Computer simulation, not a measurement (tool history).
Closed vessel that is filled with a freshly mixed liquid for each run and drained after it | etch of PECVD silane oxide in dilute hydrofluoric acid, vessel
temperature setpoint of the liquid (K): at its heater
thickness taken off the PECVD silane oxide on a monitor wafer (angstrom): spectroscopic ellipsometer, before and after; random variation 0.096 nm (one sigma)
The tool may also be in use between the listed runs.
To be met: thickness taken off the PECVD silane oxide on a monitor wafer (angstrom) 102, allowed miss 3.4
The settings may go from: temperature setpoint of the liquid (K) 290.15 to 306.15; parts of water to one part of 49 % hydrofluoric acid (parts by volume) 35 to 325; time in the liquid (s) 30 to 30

| run | day | temperature setpoint of the liquid (K) | parts of water to one part of 49 % hydrofluoric acid (parts by volume) | time in the liquid (s) | thickness taken off the PECVD silane oxide on a monitor wafer (angstrom) |
|---|---|---|---|---|---|
| 1 | 0 | 298.15 | 180 | 30 | 41.543 |
| 2 | 0.121 | 298.15 | 215 | 30 | 34.268 |
| 3 | 0.417 | 298.15 | 155 | 30 | 51.242 |
| 4 | 0.462 | 299.65 | 140 | 30 | 60.578 |
| 5 | 0.754 | 301.15 | 130 | 30 | 69.145 |
| 6 | 1.025 | 302.15 | 125 | 30 | 75.499 |
| 7 | 1.183 | 303.15 | 120 | 30 | 83.059 |
| 8 | 1.408 | 303.65 | 120 | 30 | 83.9 |
| 9 | 1.767 | 304.15 | 115 | 30 | 90.168 |
| 10 | 1.862 | 304.65 | 115 | 30 | 92.62 |
| 11 | 2.2 | 305.15 | 115 | 30 | 92.588 |

Which of these 5 next moves meets every target?
| A | 2.538 | 301.65 | 90 | 30 | ? |
| B | 2.538 | 305.65 | 125 | 30 | ? |
| C | 2.538 | 303.65 | 115 | 30 | ? |
| D | 2.538 | 304.65 | 125 | 30 | ? |
| E | 2.538 | 304.65 | 105 | 30 | ? |

| move | thickness taken off the PECVD silane oxide on a monitor wafer (angstrom) |
|---|---|
| A | 108.96 |
| B | 86.604 |
| C | 88.789 |
| D | 83.544 |
| E | 102.34 |
A: takes the result that was furthest off past its target
B: further off than the last run
C: further off than the last run
D: further off than the last run
E: meets every target
The right move is E.

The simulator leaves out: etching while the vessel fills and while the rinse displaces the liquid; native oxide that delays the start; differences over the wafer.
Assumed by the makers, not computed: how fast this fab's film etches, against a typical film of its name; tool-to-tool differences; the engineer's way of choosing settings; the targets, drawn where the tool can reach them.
